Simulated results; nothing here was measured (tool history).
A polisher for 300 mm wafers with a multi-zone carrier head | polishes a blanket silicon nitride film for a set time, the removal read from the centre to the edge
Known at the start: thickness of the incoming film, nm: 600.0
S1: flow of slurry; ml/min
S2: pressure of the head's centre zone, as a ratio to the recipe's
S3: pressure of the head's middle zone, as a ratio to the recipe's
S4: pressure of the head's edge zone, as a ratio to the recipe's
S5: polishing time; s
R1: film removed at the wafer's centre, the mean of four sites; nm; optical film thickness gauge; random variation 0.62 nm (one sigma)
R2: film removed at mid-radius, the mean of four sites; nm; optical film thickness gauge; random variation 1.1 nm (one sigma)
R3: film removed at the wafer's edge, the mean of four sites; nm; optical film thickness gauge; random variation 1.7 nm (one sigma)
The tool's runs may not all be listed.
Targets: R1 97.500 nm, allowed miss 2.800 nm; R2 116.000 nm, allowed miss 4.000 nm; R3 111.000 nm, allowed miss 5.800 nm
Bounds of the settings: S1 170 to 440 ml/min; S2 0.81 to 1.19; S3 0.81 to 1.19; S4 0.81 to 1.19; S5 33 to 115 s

run 1 hour=0.0 | S1=280 S2=1.00 S3=1.00 S4=1.00 S5=73 | R1=87.696 R2=86.130 R3=87.997
run 2 hour=1.3 | S1=280 S2=1.00 S3=1.05 S4=1.00 S5=73 | R1=87.463 R2=90.942 R3=87.593
run 3 hour=2.7 | S1=285 S2=0.99 S3=1.07 S4=1.03 S5=75 | R1=89.495 R2=94.599 R3=91.166
run 4 hour=5.7 | S1=290 S2=0.98 S3=1.09 S4=1.06 S5=77 | R1=91.775 R2=99.297 R3=96.353
run 5 hour=10.7 | S1=300 S2=0.97 S3=1.11 S4=1.08 S5=78 | R1=91.522 R2=102.460 R3=96.721
run 6 hour=16.2 | S1=300 S2=0.97 S3=1.05 S4=1.08 S5=78 | R1=91.762 R2=98.870 R3=97.339
run 7 hour=19.5 | S1=300 S2=0.96 S3=1.07 S4=1.10 S5=80 | R1=92.892 R2=101.070 R3=97.053
run 8 hour=22.8 | S1=300 S2=0.95 S3=1.08 S4=1.12 S5=82 | R1=95.150 R2=102.160 R3=102.770
run 9 hour=24.2 | S1=310 S2=0.94 S3=1.10 S4=1.13 S5=83 | R1=94.684 R2=105.900 R3=107.650

5 next moves are on the table. One of them brings every result within its allowed miss. Which?
run A hour=25.6 | S1=265 S2=0.93 S3=0.91 S4=1.17 S5=88 | R1=? R2=? R3=?
run B hour=25.6 | S1=310 S2=0.99 S3=1.01 S4=1.17 S5=83 | R1=? R2=? R3=?
run C hour=25.6 | S1=335 S2=0.81 S3=1.16 S4=1.12 S5=87 | R1=? R2=? R3=?
run D hour=25.6 | S1=350 S2=0.93 S3=1.15 S4=1.14 S5=85 | R1=? R2=? R3=?
run E hour=25.6 | S1=310 S2=0.84 S3=0.83 S4=1.19 S5=85 | R1=? R2=? R3=?

move=A R1=98.475 R2=101.010 R3=111.990
move=B R1=100.630 R2=103.260 R3=106.730
move=C R1=86.856 R2=119.500 R3=109.770
move=D R1=97.931 R2=116.410 R3=108.540
move=E R1=87.231 R2=93.687 R3=110.470
A: further off than the last run
B: further off than the last run
C: brings the result that was furthest off to its target, and leaves another outside
D: meets every target
E: further off than the last run
The right move is D.

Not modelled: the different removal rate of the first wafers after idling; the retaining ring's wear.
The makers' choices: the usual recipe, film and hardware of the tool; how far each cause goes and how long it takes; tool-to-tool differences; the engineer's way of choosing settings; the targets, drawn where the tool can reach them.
